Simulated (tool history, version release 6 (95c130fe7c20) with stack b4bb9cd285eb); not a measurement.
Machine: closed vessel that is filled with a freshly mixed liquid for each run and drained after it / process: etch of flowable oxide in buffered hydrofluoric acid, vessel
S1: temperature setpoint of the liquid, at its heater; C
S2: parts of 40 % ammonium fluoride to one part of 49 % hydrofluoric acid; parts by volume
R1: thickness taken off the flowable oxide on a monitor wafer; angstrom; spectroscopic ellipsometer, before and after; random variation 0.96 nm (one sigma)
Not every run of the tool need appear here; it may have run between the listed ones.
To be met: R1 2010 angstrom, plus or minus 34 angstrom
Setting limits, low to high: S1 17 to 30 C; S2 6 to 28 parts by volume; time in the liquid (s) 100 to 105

Run 1, hour 0: S1 22 C, S2 17 parts by volume, time in the liquid (s) 100. Result: R1 2443 angstrom.
Run 2, hour 8.5: S1 21 C, S2 17 parts by volume, time in the liquid (s) 100. Result: R1 2288.2 angstrom.
Run 3, hour 13.1: S1 20.5 C, S2 17 parts by volume, time in the liquid (s) 100. Result: R1 2222.7 angstrom.
Run 4, hour 15.8: S1 20.5 C, S2 17 parts by volume, time in the liquid (s) 105. Result: R1 2347.3 angstrom.
Run 5, hour 21.4: S1 20 C, S2 17 parts by volume, time in the liquid (s) 105. Result: R1 2276.3 angstrom.
Run 6, hour 30.7: S1 20 C, S2 17 parts by volume, time in the liquid (s) 105. Result: R1 2265.3 angstrom.
Run 7, hour 37.4: S1 19.5 C, S2 17 parts by volume, time in the liquid (s) 105. Result: R1 2214.6 angstrom.
Run 8, hour 44.4: S1 17.5 C, S2 17 parts by volume, time in the liquid (s) 105. Result: R1 1973 angstrom.

Exactly one of the 4 candidate moves below puts every result within its allowed miss. Which one?
Run A, hour 51.4: S1 17.5 C, S2 16 parts by volume, time in the liquid (s) 105. Result: R1 ?.
Run B, hour 51.4: S1 17 C, S2 15.5 parts by volume, time in the liquid (s) 100. Result: R1 ?.
Run C, hour 51.4: S1 22 C, S2 21.5 parts by volume, time in the liquid (s) 105. Result: R1 ?.
Run D, hour 51.4: S1 17 C, S2 15.5 parts by volume, time in the liquid (s) 105. Result: R1 ?.

move      R1
   A  2108.3
   B  2013.5
   C  2113.2
   D  2114.1
A: pushes the last run's worst result past its target
B: meets every target
C: pushes the last run's worst result past its target
D: pushes the last run's worst result past its target
Move B is the one to make.
